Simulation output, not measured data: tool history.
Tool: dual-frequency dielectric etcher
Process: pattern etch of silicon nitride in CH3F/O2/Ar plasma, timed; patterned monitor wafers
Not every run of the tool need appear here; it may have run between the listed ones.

run,hour,source power (kW),bias power (kW),etch time (s),mean etch depth across the wafer (angstrom)
1,0.0,0.440,0.098,54.5,431.83
2,5.7,0.400,0.097,54.5,415.83
3,8.7,0.380,0.097,54.5,407.69
4,10.3,0.380,0.114,54.5,436.03
5,13.4,0.350,0.113,54.5,423.82
6,21.7,0.420,0.113,54.5,452.61
# hour 22.3: wet clean of the chamber
7,22.3,0.370,0.112,54.5,411.05

The next listed run, before its measurement:
8,25.7,0.360,0.112,54.5,?

{"run 8": {"mean etch depth across the wafer (angstrom)": 406.77}}

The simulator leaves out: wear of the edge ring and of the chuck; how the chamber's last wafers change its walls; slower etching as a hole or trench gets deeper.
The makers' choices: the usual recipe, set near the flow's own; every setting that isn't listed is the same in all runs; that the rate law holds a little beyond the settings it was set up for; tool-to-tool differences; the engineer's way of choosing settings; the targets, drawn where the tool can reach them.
